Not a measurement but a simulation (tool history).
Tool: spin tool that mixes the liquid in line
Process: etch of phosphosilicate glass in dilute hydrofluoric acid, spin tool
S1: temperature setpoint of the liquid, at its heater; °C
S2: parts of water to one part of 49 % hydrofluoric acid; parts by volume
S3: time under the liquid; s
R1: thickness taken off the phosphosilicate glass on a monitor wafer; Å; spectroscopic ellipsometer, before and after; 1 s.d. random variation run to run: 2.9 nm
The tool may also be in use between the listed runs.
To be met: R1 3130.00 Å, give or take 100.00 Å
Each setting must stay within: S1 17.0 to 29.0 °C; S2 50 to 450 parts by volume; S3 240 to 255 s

run	hour	S1	S2	S3	R1
1	0.0	21.0	250	240	859.35
2	4.8	23.0	195	240	1265.90
3	5.4	24.5	160	240	1709.10
4	9.4	24.5	160	255	1813.10
5	13.7	25.5	140	255	2161.60
6	14.9	26.5	130	255	2452.60
7	22.6	26.5	130	255	2447.90
8	24.6	29.0	90	255	4129.40
9	30.9	28.0	90	255	3995.60
10	35.7	27.0	90	255	3874.30
11	43.0	25.5	90	255	3619.00
12	47.8	24.5	90	255	3454.00
13	56.7	23.5	90	255	3345.50
14	59.1	23.0	90	255	3263.10
15	64.6	23.0	90	255	3273.40

Which one of the following 4 next-run settings gets every result inside its allowed miss? There is exactly one.
A	70.1	25.0	90	250	?
B	70.1	23.0	80	250	?
C	70.1	23.5	100	255	?
D	70.1	28.5	110	250	?

move	R1
A	3463.60
B	3642.10
C	2958.90
D	3160.30
A: further off than the last run
B: further off than the last run
C: pushes the last run's worst result past its target
D: all results land within tolerance of their targets
The right move is D.

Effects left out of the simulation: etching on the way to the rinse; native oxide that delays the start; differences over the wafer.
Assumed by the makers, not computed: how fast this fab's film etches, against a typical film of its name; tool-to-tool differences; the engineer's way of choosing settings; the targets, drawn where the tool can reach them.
